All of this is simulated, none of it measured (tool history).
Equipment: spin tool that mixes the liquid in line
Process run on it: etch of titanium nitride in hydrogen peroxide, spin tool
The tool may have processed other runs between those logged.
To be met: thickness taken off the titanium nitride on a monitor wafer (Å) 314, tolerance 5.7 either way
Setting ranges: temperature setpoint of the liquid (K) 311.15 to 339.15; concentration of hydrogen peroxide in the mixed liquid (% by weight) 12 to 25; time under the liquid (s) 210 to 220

run  hour  temperature setpoint of the liquid (K)  concentration of hydrogen peroxide in the mixed liquid (% by weight)  time under the liquid (s)  thickness taken off the titanium nitride on a monitor wafer (Å)
  1     0                                  327.15                                                                    17                        210                                                           133.07
  2   2.7                                  332.65                                                                    17                        210                                                           196.67
  3  11.1                                  329.65                                                                    17                        210                                                           157.57
  4  16.6                                  332.65                                                                  17.5                        210                                                           196.92
  5  24.7                                  334.65                                                                  17.5                        210                                                           224.93
  6  33.5                                  339.15                                                                  17.5                        210                                                           303.64
  7    40                                  339.15                                                                    18                        210                                                           305.55
  8  41.1                                  339.15                                                                  18.5                        210                                                           305.02

Consider the 4 candidate settings below. Which is the only one whose results all fall within their allowed miss of target?
  A  42.2                                  339.15                                                                    20                        220                                                                ?
  B  42.2                                  339.15                                                                  15.5                        210                                                                ?
  C  42.2                                  339.15                                                                  16.5                        220                                                                ?
  D  42.2                                  339.15                                                                    19                        220                                                                ?

move  thickness taken off the titanium nitride on a monitor wafer (Å)
   A                                                           328.75
   B                                                           297.26
   C                                                           315.56
   D                                                           325.16
A: carries the result that was furthest off beyond its target, to the other side
B: lands further from the targets than the last run did
C: every result within its allowed miss
D: carries the result that was furthest off beyond its target, to the other side
Answer: C
